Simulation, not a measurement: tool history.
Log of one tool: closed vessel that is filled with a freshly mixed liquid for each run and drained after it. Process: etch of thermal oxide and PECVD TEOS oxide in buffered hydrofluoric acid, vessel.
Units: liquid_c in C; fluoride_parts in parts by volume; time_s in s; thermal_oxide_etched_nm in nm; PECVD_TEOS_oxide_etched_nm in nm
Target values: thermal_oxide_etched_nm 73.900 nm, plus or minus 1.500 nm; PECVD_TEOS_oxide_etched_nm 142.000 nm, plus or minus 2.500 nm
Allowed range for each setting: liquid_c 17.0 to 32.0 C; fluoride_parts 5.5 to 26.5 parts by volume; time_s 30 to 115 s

| run | day | liquid_c | fluoride_parts | time_s | thermal_oxide_etched_nm | PECVD_TEOS_oxide_etched_nm |
|---|---|---|---|---|---|---|
| 1 | 0.000 | 24.0 | 16.0 | 60 | 44.161 | 85.780 |
| 2 | 0.154 | 24.0 | 12.5 | 60 | 55.989 | 108.860 |
| 3 | 0.292 | 25.5 | 12.5 | 60 | 61.296 | 117.630 |
| 4 | 0.650 | 26.5 | 12.5 | 60 | 64.391 | 124.540 |
| 5 | 0.846 | 26.5 | 15.5 | 60 | 52.163 | 100.660 |
| 6 | 1.167 | 26.5 | 18.0 | 60 | 44.940 | 87.361 |
| 7 | 1.479 | 28.0 | 17.0 | 60 | 51.648 | 100.110 |
| 8 | 1.762 | 29.0 | 16.5 | 60 | 56.030 | 108.530 |
| 9 | 2.021 | 30.0 | 16.0 | 60 | 60.726 | 116.910 |
| 10 | 2.112 | 30.5 | 15.5 | 60 | 64.273 | 124.520 |
| 11 | 2.221 | 31.0 | 15.0 | 60 | 68.386 | 133.550 |

Consider the 4 candidate settings below. Which is the only one whose results all fall within their allowed miss of target?
| A | 2.329 | 27.0 | 16.0 | 85 | ? | ? |
| B | 2.329 | 32.0 | 10.5 | 45 | ? | ? |
| C | 2.329 | 31.0 | 20.0 | 90 | ? | ? |
| D | 2.329 | 30.0 | 12.5 | 55 | ? | ? |

| move | thermal_oxide_etched_nm | PECVD_TEOS_oxide_etched_nm |
|---|---|---|
| A | 73.622 | 142.370 |
| B | 76.562 | 148.050 |
| C | 77.391 | 149.650 |
| D | 71.139 | 137.560 |
A: all results in spec
B: moves the result that the last run missed by most past its target, out the other side
C: moves the result that the last run missed by most past its target, out the other side
D: closes in on the targets versus the last run, not all within tolerance yet
Move A is the one to make.
